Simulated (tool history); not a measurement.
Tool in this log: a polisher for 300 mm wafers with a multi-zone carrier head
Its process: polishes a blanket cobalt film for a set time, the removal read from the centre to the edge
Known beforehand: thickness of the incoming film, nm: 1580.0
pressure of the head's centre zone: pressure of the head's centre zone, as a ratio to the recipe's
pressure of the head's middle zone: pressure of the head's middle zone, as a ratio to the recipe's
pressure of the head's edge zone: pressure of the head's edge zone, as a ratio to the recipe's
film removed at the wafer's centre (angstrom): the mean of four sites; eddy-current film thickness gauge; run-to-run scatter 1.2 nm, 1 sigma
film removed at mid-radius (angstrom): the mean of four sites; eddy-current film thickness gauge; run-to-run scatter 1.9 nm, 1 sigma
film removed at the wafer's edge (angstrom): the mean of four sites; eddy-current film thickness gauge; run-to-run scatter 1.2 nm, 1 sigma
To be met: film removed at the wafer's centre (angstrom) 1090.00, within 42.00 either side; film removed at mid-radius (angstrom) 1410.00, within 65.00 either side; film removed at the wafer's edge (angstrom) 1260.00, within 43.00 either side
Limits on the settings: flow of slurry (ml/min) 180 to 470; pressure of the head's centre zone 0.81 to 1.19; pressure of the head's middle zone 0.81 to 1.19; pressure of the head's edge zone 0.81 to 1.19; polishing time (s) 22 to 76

run	hour	flow of slurry (ml/min)	pressure of the head's centre zone	pressure of the head's middle zone	pressure of the head's edge zone	polishing time (s)	film removed at the wafer's centre (angstrom)	film removed at mid-radius (angstrom)	film removed at the wafer's edge (angstrom)
1	0.0	300	1.00	1.00	1.00	49	1027.40	1026.00	954.80
2	5.0	300	1.00	1.00	1.00	43	882.69	916.90	840.76
3	7.4	300	1.00	1.08	1.00	43	894.63	968.92	843.37
4	10.6	365	1.00	1.08	1.00	43	899.79	988.85	865.45
5	18.4	380	0.97	1.11	1.04	47	960.22	1109.50	946.93
6	24.1	395	0.93	1.10	1.08	51	1038.10	1176.80	1078.10
7	32.4	400	0.90	1.13	1.09	53	1039.90	1268.70	1086.00
8	36.9	400	0.90	1.13	1.09	53	1026.70	1307.60	1124.50
9	37.6	400	0.89	1.13	1.11	54	1036.30	1310.00	1141.30
10	39.3	405	0.89	1.14	1.13	55	1039.00	1316.20	1166.00
11	46.6	410	0.88	1.14	1.14	56	1048.90	1365.20	1181.20
12	53.8	415	0.87	1.13	1.15	57	1061.30	1369.80	1213.20

Which one of the following 5 next-run settings gets every result inside its allowed miss? There is exactly one.
A	61.0	380	0.96	1.13	1.18	53	?	?	?
B	61.0	405	0.84	1.10	1.19	56	?	?	?
C	61.0	375	0.91	1.09	1.19	56	?	?	?
D	61.0	460	0.91	1.12	1.16	55	?	?	?
E	61.0	400	0.87	1.13	1.17	58	?	?	?

move	film removed at the wafer's centre (angstrom)	film removed at mid-radius (angstrom)	film removed at the wafer's edge (angstrom)
A	1108.70	1260.90	1141.20
B	1036.20	1309.00	1216.10
C	1111.30	1290.70	1210.70
D	1109.50	1316.70	1186.80
E	1108.90	1385.90	1247.30
A: moves away from the targets compared with the last run
B: moves away from the targets compared with the last run
C: moves away from the targets compared with the last run
D: moves away from the targets compared with the last run
E: each result inside its tolerance
Answer: E

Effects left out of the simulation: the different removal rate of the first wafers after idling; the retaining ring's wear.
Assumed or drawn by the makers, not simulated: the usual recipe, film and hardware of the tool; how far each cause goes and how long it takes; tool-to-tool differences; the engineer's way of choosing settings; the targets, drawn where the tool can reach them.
